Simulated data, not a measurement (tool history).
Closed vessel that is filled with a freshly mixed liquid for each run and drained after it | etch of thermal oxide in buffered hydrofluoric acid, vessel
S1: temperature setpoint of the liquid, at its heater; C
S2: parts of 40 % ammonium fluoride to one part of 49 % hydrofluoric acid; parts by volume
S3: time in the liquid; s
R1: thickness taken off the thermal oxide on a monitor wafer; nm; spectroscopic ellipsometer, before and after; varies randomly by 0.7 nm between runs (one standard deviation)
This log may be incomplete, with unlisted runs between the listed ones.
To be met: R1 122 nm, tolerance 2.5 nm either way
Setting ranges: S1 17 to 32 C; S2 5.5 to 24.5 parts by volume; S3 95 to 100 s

run 1 hour=0 | S1=25 S2=15 S3=95 | R1=78.734
run 2 hour=3.7 | S1=25 S2=15 S3=100 | R1=81.636
run 3 hour=12.4 | S1=23 S2=15 S3=100 | R1=73.89
run 4 hour=20.2 | S1=23 S2=18 S3=100 | R1=61.775
run 5 hour=23 | S1=23 S2=14 S3=100 | R1=79.443
run 6 hour=28.2 | S1=25 S2=14 S3=100 | R1=89.398
run 7 hour=35.5 | S1=26.5 S2=14 S3=100 | R1=96.216
run 8 hour=37.8 | S1=27.5 S2=14 S3=100 | R1=101.34
run 9 hour=39.8 | S1=28.5 S2=14 S3=100 | R1=107.81

Which one of the following 4 next-run settings gets every result inside its allowed miss? There is exactly one.
run A hour=41.8 | S1=23 S2=8 S3=95 | R1=?
run B hour=41.8 | S1=29 S2=13 S3=100 | R1=?
run C hour=41.8 | S1=30.5 S2=13.5 S3=100 | R1=?
run D hour=41.8 | S1=23.5 S2=8.5 S3=100 | R1=?

move=A R1=127.31
move=B R1=118.04
move=C R1=123.1
move=D R1=128.97
A: moves the result that the last run missed by most past its target, out the other side
B: better than the last run, though not everything is in spec
C: hits every target within its allowed miss
D: moves the result that the last run missed by most past its target, out the other side
The move that meets every target is C.

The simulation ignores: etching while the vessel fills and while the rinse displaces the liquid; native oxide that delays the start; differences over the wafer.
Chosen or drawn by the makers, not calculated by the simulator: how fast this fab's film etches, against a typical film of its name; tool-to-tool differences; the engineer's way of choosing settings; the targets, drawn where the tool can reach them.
